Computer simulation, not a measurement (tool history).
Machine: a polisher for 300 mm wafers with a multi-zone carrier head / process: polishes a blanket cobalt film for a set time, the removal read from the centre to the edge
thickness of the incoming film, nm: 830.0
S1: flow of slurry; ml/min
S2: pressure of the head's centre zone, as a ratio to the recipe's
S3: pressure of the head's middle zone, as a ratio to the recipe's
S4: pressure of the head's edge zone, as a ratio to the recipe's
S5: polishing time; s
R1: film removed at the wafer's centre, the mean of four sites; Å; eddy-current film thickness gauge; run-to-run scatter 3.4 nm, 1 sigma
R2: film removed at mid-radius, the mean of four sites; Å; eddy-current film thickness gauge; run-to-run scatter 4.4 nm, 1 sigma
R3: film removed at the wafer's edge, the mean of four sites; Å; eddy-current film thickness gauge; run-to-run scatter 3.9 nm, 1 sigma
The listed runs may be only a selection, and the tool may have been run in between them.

Run 1, hour 0: S1 310 ml/min, S2 1, S3 1, S4 1, S5 42 s. Result: R1 3311.1 Å, R2 3243.6 Å, R3 3419.1 Å.
Run 2, hour 6.9: S1 380 ml/min, S2 1, S3 1, S4 1, S5 42 s. Result: R1 3359.2 Å, R2 3352.9 Å, R3 3503.4 Å.
Run 3, hour 11.1: S1 380 ml/min, S2 1, S3 1, S4 1.05, S5 42 s. Result: R1 3329.4 Å, R2 3302.6 Å, R3 3506.7 Å.
Run 4, hour 18.3: S1 380 ml/min, S2 0.96, S3 1, S4 1.05, S5 42 s. Result: R1 3205.4 Å, R2 3353.3 Å, R3 3490.6 Å.
Run 5, hour 20.2: S1 380 ml/min, S2 0.96, S3 0.96, S4 1.05, S5 42 s. Result: R1 3234.8 Å, R2 3187.7 Å, R3 3520.7 Å.
Run 6, hour 24.9: S1 380 ml/min, S2 0.96, S3 1.03, S4 1.05, S5 42 s. Result: R1 3302.5 Å, R2 3403.6 Å, R3 3503.5 Å.
Run 7, hour 26.1: S1 415 ml/min, S2 0.91, S3 1.04, S4 1.09, S5 44 s. Result: R1 3275.3 Å, R2 3668.2 Å, R3 3788.3 Å.
Run 8, hour 35: S1 420 ml/min, S2 0.89, S3 1.06, S4 1.11, S5 45 s. Result: R1 3280.8 Å, R2 3784.5 Å, R3 3851.7 Å.

Run 9, settings as shown, results not yet in. Your forecast:
Run 9, hour 41: S1 425 ml/min, S2 0.87, S3 1.07, S4 1.12, S5 46 s. Result: R1 ?, R2 ?, R3 ?.

{"run 9": {"R1": 3275.8, "R2": 3980.1, "R3": 4017}}

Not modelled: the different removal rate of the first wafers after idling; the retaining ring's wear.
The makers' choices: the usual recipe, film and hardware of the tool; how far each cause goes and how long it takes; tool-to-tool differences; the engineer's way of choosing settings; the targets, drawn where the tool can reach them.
